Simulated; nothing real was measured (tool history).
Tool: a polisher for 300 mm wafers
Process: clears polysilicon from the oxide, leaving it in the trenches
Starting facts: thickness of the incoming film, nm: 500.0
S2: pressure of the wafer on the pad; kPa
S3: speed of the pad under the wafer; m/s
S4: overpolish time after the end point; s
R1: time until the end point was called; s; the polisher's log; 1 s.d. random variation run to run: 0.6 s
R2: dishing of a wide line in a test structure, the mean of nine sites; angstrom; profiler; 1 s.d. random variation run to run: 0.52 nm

run 1 hour=0.0 | flow_of_slurry_(ml/min)=140 S2=23.4 S3=0.76 S4=11 | R1=34.416 R2=497.36
run 2 hour=2.4 | flow_of_slurry_(ml/min)=140 S2=28.3 S3=0.76 S4=11 | R1=30.474 R2=517.64
run 3 hour=10.5 | flow_of_slurry_(ml/min)=140 S2=28.3 S3=0.64 S4=11 | R1=36.774 R2=505.07
run 4 hour=14.5 | flow_of_slurry_(ml/min)=115 S2=28.3 S3=0.64 S4=11 | R1=37.628 R2=504.36
run 5 hour=19.3 | flow_of_slurry_(ml/min)=115 S2=28.3 S3=0.64 S4=9 | R1=36.530 R2=477.37
run 6 hour=24.9 | flow_of_slurry_(ml/min)=115 S2=28.3 S3=0.64 S4=11 | R1=36.947 R2=485.52

Run 7, settings as shown, results not yet in. Your forecast:
run 7 hour=33.3 | flow_of_slurry_(ml/min)=110 S2=25.5 S3=0.68 S4=10 | R1=? R2=?

{"run 7": {"R1": 37.276, "R2": 484.22}}
